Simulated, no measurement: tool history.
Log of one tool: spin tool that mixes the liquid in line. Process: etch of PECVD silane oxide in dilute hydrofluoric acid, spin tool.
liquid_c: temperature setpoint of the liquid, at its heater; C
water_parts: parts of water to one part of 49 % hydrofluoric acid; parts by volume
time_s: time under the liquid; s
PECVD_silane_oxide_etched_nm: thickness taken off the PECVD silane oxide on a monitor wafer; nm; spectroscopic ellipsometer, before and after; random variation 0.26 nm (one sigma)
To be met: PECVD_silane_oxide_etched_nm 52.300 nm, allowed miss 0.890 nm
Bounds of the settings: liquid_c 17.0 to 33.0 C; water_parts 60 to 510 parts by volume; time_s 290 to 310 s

{"run": 1, "day": 0.0, "liquid_c": 25.0, "water_parts": 285, "time_s": 290, "PECVD_silane_oxide_etched_nm": 13.614}
{"run": 2, "day": 0.358, "liquid_c": 26.5, "water_parts": 245, "time_s": 290, "PECVD_silane_oxide_etched_nm": 17.138}
{"run": 3, "day": 0.517, "liquid_c": 26.5, "water_parts": 245, "time_s": 310, "PECVD_silane_oxide_etched_nm": 18.364}
{"run": 4, "day": 0.8, "liquid_c": 27.5, "water_parts": 215, "time_s": 310, "PECVD_silane_oxide_etched_nm": 22.509}
{"run": 5, "day": 0.858, "liquid_c": 28.5, "water_parts": 190, "time_s": 310, "PECVD_silane_oxide_etched_nm": 27.13}
{"run": 6, "day": 1.029, "liquid_c": 28.5, "water_parts": 150, "time_s": 310, "PECVD_silane_oxide_etched_nm": 36.313}
{"run": 7, "day": 1.108, "liquid_c": 32.5, "water_parts": 110, "time_s": 310, "PECVD_silane_oxide_etched_nm": 60.432}
{"run": 8, "day": 1.271, "liquid_c": 32.0, "water_parts": 110, "time_s": 310, "PECVD_silane_oxide_etched_nm": 58.959}
{"run": 9, "day": 1.512, "liquid_c": 31.5, "water_parts": 110, "time_s": 310, "PECVD_silane_oxide_etched_nm": 57.741}
{"run": 10, "day": 1.542, "liquid_c": 30.5, "water_parts": 110, "time_s": 310, "PECVD_silane_oxide_etched_nm": 55.743}
{"run": 11, "day": 1.75, "liquid_c": 29.5, "water_parts": 110, "time_s": 310, "PECVD_silane_oxide_etched_nm": 53.677}

Which of these 5 next moves meets every target?
{"run": "A", "day": 1.958, "liquid_c": 27.0, "water_parts": 105, "time_s": 300, "PECVD_silane_oxide_etched_nm": "?"}
{"run": "B", "day": 1.958, "liquid_c": 30.0, "water_parts": 110, "time_s": 310, "PECVD_silane_oxide_etched_nm": "?"}
{"run": "C", "day": 1.958, "liquid_c": 28.0, "water_parts": 100, "time_s": 300, "PECVD_silane_oxide_etched_nm": "?"}
{"run": "D", "day": 1.958, "liquid_c": 29.5, "water_parts": 110, "time_s": 300, "PECVD_silane_oxide_etched_nm": "?"}
{"run": "E", "day": 1.958, "liquid_c": 29.0, "water_parts": 105, "time_s": 305, "PECVD_silane_oxide_etched_nm": "?"}

move=A PECVD_silane_oxide_etched_nm=49.819
move=B PECVD_silane_oxide_etched_nm=54.667
move=C PECVD_silane_oxide_etched_nm=54.714
move=D PECVD_silane_oxide_etched_nm=51.927
move=E PECVD_silane_oxide_etched_nm=54.652
A: takes the result that was furthest off past its target
B: further off than the last run
C: further off than the last run
D: meets every target
E: further off than the last run
Move D is the one to make.
